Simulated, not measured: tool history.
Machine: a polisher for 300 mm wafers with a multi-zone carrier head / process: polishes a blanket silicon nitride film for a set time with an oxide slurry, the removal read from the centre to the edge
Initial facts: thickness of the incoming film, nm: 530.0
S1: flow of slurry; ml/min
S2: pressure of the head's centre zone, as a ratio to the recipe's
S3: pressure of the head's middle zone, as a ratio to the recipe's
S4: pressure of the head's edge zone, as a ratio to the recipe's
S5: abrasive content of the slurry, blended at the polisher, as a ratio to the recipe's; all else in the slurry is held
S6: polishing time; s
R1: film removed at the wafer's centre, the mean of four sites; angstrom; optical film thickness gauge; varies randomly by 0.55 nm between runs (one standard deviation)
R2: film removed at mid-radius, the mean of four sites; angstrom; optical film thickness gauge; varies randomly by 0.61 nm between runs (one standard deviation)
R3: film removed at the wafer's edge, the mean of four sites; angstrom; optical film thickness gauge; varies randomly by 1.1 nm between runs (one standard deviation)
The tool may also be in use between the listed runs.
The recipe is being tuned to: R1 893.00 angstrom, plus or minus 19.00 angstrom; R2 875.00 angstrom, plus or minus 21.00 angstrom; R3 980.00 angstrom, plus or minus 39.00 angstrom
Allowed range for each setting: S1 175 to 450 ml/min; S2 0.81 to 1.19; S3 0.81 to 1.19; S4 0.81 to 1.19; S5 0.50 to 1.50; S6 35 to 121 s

Run 1, hour 0.0: S1 290 ml/min, S2 1.00, S3 1.00, S4 1.00, S5 1.00, S6 78 s. Result: R1 685.26 angstrom, R2 691.29 angstrom, R3 704.72 angstrom.
Run 2, hour 8.8: S1 290 ml/min, S2 1.01, S3 1.00, S4 1.04, S5 1.10, S6 78 s. Result: R1 716.25 angstrom, R2 732.76 angstrom, R3 748.23 angstrom.
Run 3, hour 12.3: S1 290 ml/min, S2 1.01, S3 1.00, S4 1.04, S5 1.20, S6 78 s. Result: R1 747.71 angstrom, R2 748.17 angstrom, R3 749.03 angstrom.
Run 4, hour 16.5: S1 290 ml/min, S2 1.01, S3 1.05, S4 1.04, S5 1.20, S6 78 s. Result: R1 746.21 angstrom, R2 762.78 angstrom, R3 768.98 angstrom.
Run 5, hour 24.9: S1 360 ml/min, S2 1.01, S3 1.05, S4 1.04, S5 1.20, S6 78 s. Result: R1 767.51 angstrom, R2 779.78 angstrom, R3 768.86 angstrom.
Run 6, hour 30.5: S1 320 ml/min, S2 1.01, S3 1.02, S4 1.07, S5 1.25, S6 80 s. Result: R1 782.98 angstrom, R2 787.87 angstrom, R3 814.57 angstrom.
Run 7, hour 34.8: S1 310 ml/min, S2 1.02, S3 1.02, S4 1.10, S5 1.30, S6 81 s. Result: R1 813.61 angstrom, R2 812.69 angstrom, R3 857.16 angstrom.
Run 8, hour 42.4: S1 355 ml/min, S2 1.04, S3 1.01, S4 1.19, S5 1.50, S6 81 s. Result: R1 883.17 angstrom, R2 862.33 angstrom, R3 945.90 angstrom.

5 next moves are on the table. One of them brings every result within its allowed miss. Which?
Run A, hour 50.0: S1 430 ml/min, S2 1.07, S3 1.08, S4 1.13, S5 1.50, S6 78 s. Result: R1 ?, R2 ?, R3 ?.
Run B, hour 50.0: S1 350 ml/min, S2 1.00, S3 1.06, S4 1.19, S5 1.50, S6 82 s. Result: R1 ?, R2 ?, R3 ?.
Run C, hour 50.0: S1 375 ml/min, S2 1.13, S3 1.10, S4 1.08, S5 1.50, S6 76 s. Result: R1 ?, R2 ?, R3 ?.
Run D, hour 50.0: S1 285 ml/min, S2 1.03, S3 0.90, S4 1.19, S5 1.50, S6 85 s. Result: R1 ?, R2 ?, R3 ?.
Run E, hour 50.0: S1 300 ml/min, S2 1.02, S3 0.97, S4 1.19, S5 1.35, S6 89 s. Result: R1 ?, R2 ?, R3 ?.

move      R1      R2      R3
   A  883.92  863.62  893.58
   B  854.04  885.97  954.30
   C  900.53  841.75  844.59
   D  894.16  829.14  977.58
   E  897.61  872.46  988.58
A: moves away from the targets compared with the last run
B: brings the last run's worst result on target, with another outside its allowed miss
C: moves away from the targets compared with the last run
D: brings the last run's worst result on target, with another outside its allowed miss
E: in spec on every target
E meets every target.
